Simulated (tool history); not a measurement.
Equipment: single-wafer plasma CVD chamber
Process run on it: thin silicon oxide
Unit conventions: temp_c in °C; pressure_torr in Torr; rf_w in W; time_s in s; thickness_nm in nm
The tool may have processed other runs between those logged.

{"run": 1, "day": 0.0, "temp_c": 410, "pressure_torr": 0.716, "rf_w": 350, "time_s": 9.28, "thickness_nm": 16.236}
{"run": 2, "day": 0.35, "temp_c": 410, "pressure_torr": 0.716, "rf_w": 350, "time_s": 9.56, "thickness_nm": 16.573}
{"run": 3, "day": 0.446, "temp_c": 400, "pressure_torr": 0.716, "rf_w": 350, "time_s": 9.56, "thickness_nm": 16.852}
{"run": 4, "day": 0.588, "temp_c": 400, "pressure_torr": 0.722, "rf_w": 350, "time_s": 9.56, "thickness_nm": 16.824}
{"run": 5, "day": 0.629, "temp_c": 400, "pressure_torr": 0.729, "rf_w": 350, "time_s": 9.56, "thickness_nm": 17.102}
{"run": 6, "day": 0.808, "temp_c": 392, "pressure_torr": 0.729, "rf_w": 350, "time_s": 9.56, "thickness_nm": 17.275}
{"run": 7, "day": 1.104, "temp_c": 392, "pressure_torr": 0.733, "rf_w": 350, "time_s": 9.56, "thickness_nm": 17.163}
{"run": 8, "day": 1.162, "temp_c": 392, "pressure_torr": 0.738, "rf_w": 350, "time_s": 9.56, "thickness_nm": 17.456}
{"run": 9, "day": 1.362, "temp_c": 392, "pressure_torr": 0.742, "rf_w": 350, "time_s": 9.56, "thickness_nm": 17.383}
{"run": 10, "day": 1.617, "temp_c": 392, "pressure_torr": 0.746, "rf_w": 350, "time_s": 9.56, "thickness_nm": 17.508}
{"run": 11, "day": 1.721, "temp_c": 392, "pressure_torr": 0.75, "rf_w": 350, "time_s": 9.56, "thickness_nm": 17.627}
{"run": 12, "day": 1.996, "temp_c": 392, "pressure_torr": 0.753, "rf_w": 350, "time_s": 9.56, "thickness_nm": 17.597}
{"run": 13, "day": 2.058, "temp_c": 392, "pressure_torr": 0.757, "rf_w": 350, "time_s": 9.56, "thickness_nm": 17.8}
{"run": 14, "day": 2.3, "temp_c": 392, "pressure_torr": 0.759, "rf_w": 350, "time_s": 9.56, "thickness_nm": 17.831}
{"run": 15, "day": 2.662, "temp_c": 392, "pressure_torr": 0.761, "rf_w": 350, "time_s": 9.56, "thickness_nm": 17.762}
{"run": 16, "day": 2.846, "temp_c": 392, "pressure_torr": 0.764, "rf_w": 350, "time_s": 9.56, "thickness_nm": 17.859}

Run 17 has not been measured yet. What should we expect?
{"run": 17, "day": 3.204, "temp_c": 392, "pressure_torr": 0.766, "rf_w": 350, "time_s": 9.56, "thickness_nm": "?"}

Run 17 yielded thickness_nm 17.909 nm.

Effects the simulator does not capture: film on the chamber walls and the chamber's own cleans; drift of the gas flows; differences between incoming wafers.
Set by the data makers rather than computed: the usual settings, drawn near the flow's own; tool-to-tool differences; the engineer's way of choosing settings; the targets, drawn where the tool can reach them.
